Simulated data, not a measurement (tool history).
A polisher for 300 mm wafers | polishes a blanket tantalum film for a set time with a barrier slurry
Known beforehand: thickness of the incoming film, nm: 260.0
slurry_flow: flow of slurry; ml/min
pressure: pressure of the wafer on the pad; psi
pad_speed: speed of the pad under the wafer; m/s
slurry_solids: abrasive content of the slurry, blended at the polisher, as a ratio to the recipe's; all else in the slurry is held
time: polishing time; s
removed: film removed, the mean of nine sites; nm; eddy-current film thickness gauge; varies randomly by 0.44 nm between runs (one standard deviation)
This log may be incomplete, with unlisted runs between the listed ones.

run 1 day=0 | slurry_flow=315 pressure=2.2 pad_speed=1.06 slurry_solids=1 time=52 | removed=101.04
run 2 day=0.054 | slurry_flow=315 pressure=2.5 pad_speed=1.06 slurry_solids=1 time=52 | removed=116.89
run 3 day=0.175 | slurry_flow=315 pressure=2.1 pad_speed=1.06 slurry_solids=1 time=52 | removed=98.887
run 4 day=0.421 | slurry_flow=265 pressure=2.1 pad_speed=1.06 slurry_solids=1 time=52 | removed=98.657
run 5 day=0.654 | slurry_flow=265 pressure=2.1 pad_speed=1.06 slurry_solids=1 time=54 | removed=100.56
run 6 day=0.771 | slurry_flow=265 pressure=1.8 pad_speed=0.92 slurry_solids=1 time=54 | removed=75.978
run 7 day=1.025 | slurry_flow=265 pressure=1.6 pad_speed=0.82 slurry_solids=1 time=54 | removed=62.505
run 8 day=1.354 | slurry_flow=265 pressure=1.4 pad_speed=0.76 slurry_solids=1 time=54 | removed=50.871
run 9 day=1.567 | slurry_flow=265 pressure=1 pad_speed=0.64 slurry_solids=1 time=54 | removed=31.953
run 10 day=1.621 | slurry_flow=265 pressure=1 pad_speed=0.64 slurry_solids=1 time=54 | removed=31.648
run 11 day=1.729 | slurry_flow=265 pressure=1.3 pad_speed=0.64 slurry_solids=1 time=54 | removed=40.313
run 12 day=2.054 | slurry_flow=270 pressure=1.3 pad_speed=0.64 slurry_solids=1 time=54 | removed=40.44
run 13 day=2.225 | slurry_flow=275 pressure=1.3 pad_speed=0.64 slurry_solids=1 time=54 | removed=40.816
run 14 day=2.512 | slurry_flow=275 pressure=1 pad_speed=0.64 slurry_solids=1 time=54 | removed=31.887

What will run 15 give?
run 15 day=2.592 | slurry_flow=270 pressure=1 pad_speed=0.64 slurry_solids=1 time=54 | removed=?

removed: 31.581 nm
